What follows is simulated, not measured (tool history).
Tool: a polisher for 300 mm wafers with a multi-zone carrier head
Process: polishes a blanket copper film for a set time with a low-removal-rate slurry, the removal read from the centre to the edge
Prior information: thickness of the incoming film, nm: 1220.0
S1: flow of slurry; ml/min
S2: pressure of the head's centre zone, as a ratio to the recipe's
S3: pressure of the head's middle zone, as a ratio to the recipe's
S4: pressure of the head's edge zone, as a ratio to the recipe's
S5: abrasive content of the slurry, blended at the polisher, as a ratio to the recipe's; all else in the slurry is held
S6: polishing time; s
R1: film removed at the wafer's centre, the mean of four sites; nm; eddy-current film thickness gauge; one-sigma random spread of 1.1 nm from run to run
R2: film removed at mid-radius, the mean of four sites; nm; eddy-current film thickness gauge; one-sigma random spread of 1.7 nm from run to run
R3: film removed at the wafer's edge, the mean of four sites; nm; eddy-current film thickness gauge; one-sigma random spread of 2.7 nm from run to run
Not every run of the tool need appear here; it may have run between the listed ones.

| run | hour | S1 | S2 | S3 | S4 | S5 | S6 | R1 | R2 | R3 |
|---|---|---|---|---|---|---|---|---|---|---|
| 1 | 0.0 | 155 | 1.00 | 1.00 | 1.00 | 1.00 | 74 | 268.91 | 273.18 | 270.35 |
| 2 | 3.7 | 155 | 1.00 | 1.00 | 1.05 | 1.00 | 74 | 267.69 | 273.21 | 288.75 |
| 3 | 11.2 | 155 | 1.00 | 0.96 | 1.05 | 1.00 | 74 | 265.47 | 264.12 | 287.48 |
| 4 | 15.5 | 155 | 1.00 | 0.88 | 1.05 | 1.00 | 74 | 271.58 | 246.33 | 286.60 |
| 5 | 20.5 | 155 | 1.00 | 0.88 | 1.05 | 1.15 | 74 | 278.15 | 255.05 | 299.69 |
| 6 | 27.1 | 155 | 1.00 | 0.81 | 1.05 | 1.15 | 74 | 277.96 | 236.81 | 283.92 |
| 7 | 29.4 | 145 | 0.96 | 0.85 | 1.02 | 1.05 | 72 | 253.51 | 231.74 | 269.29 |

For run 8, what comes out?
| 8 | 37.0 | 135 | 0.93 | 0.89 | 1.00 | 0.95 | 70 | ? | ? | ? |

{"run 8": {"R1": 230.83, "R2": 226.47, "R3": 256.04}}
